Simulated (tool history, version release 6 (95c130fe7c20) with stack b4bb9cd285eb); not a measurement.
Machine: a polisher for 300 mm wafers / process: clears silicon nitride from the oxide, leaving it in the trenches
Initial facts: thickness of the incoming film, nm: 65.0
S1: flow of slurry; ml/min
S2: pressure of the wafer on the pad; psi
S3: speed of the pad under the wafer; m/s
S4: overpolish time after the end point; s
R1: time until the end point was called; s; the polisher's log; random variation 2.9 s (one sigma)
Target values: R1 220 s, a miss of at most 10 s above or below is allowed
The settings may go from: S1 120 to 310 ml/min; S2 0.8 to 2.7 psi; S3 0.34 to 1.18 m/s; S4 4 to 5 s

Run 1, day 0: S1 200 ml/min, S2 1.7 psi, S3 0.76 m/s, S4 5 s. Result: R1 148.32 s.
Run 2, day 0.362: S1 200 ml/min, S2 1.7 psi, S3 0.76 m/s, S4 4 s. Result: R1 144.79 s.
Run 3, day 0.475: S1 200 ml/min, S2 1.5 psi, S3 0.76 m/s, S4 4 s. Result: R1 169.8 s.
Run 4, day 0.583: S1 200 ml/min, S2 1.5 psi, S3 0.62 m/s, S4 4 s. Result: R1 205.39 s.
Run 5, day 0.729: S1 200 ml/min, S2 1.5 psi, S3 0.62 m/s, S4 5 s. Result: R1 205.55 s.
Run 6, day 1.088: S1 200 ml/min, S2 1.9 psi, S3 0.62 m/s, S4 5 s. Result: R1 164.59 s.
Run 7, day 1.15: S1 200 ml/min, S2 1.8 psi, S3 0.62 m/s, S4 5 s. Result: R1 171.31 s.
Run 8, day 1.246: S1 200 ml/min, S2 1.3 psi, S3 0.6 m/s, S4 5 s. Result: R1 240.68 s.

Which of these 5 next moves meets every target?
Run A, day 1.342: S1 175 ml/min, S2 1.8 psi, S3 0.54 m/s, S4 5 s. Result: R1 ?.
Run B, day 1.342: S1 290 ml/min, S2 1.2 psi, S3 0.6 m/s, S4 5 s. Result: R1 ?.
Run C, day 1.342: S1 250 ml/min, S2 1.4 psi, S3 0.6 m/s, S4 4 s. Result: R1 ?.
Run D, day 1.342: S1 185 ml/min, S2 1.8 psi, S3 0.56 m/s, S4 5 s. Result: R1 ?.
Run E, day 1.342: S1 195 ml/min, S2 1.3 psi, S3 0.58 m/s, S4 5 s. Result: R1 ?.

move      R1
   A  202.23
   B  254.35
   C   222.9
   D  193.84
   E  254.93
A: takes the biggest miss from the last run beyond its target
B: lands further from the targets than the last run did
C: every result within its allowed miss
D: takes the biggest miss from the last run beyond its target
E: lands further from the targets than the last run did
C meets every target.

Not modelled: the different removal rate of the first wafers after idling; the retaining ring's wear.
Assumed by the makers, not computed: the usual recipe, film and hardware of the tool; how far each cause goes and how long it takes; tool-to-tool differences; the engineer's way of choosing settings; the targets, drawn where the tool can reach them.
